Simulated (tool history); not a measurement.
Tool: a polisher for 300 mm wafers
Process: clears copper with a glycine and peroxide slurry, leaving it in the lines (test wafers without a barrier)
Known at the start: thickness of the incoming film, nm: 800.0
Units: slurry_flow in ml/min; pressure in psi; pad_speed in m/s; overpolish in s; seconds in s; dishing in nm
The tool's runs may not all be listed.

| run | hour | slurry_flow | pressure | pad_speed | overpolish | seconds | dishing |
|---|---|---|---|---|---|---|---|
| 1 | 0 | 180 | 3.3 | 0.98 | 14 | 130.75 | 53.848 |
| 2 | 3 | 180 | 4.1 | 0.98 | 14 | 108.01 | 61.161 |
| 3 | 6.9 | 180 | 3.7 | 0.96 | 15 | 121.07 | 62.445 |
| 4 | 11.2 | 180 | 3.4 | 0.94 | 16 | 135.83 | 59.591 |
| 5 | 13.5 | 180 | 3.2 | 0.94 | 17 | 136.34 | 61.112 |
| 6 | 18.7 | 145 | 3.2 | 0.94 | 17 | 144.19 | 59.368 |
| 7 | 20.8 | 145 | 3 | 0.92 | 18 | 154.19 | 58.031 |

Forecast run 8:
| 8 | 27.6 | 145 | 2.8 | 0.92 | 19 | ? | ? |

Run 8 gave seconds 157.76 s, dishing 58.507 nm.
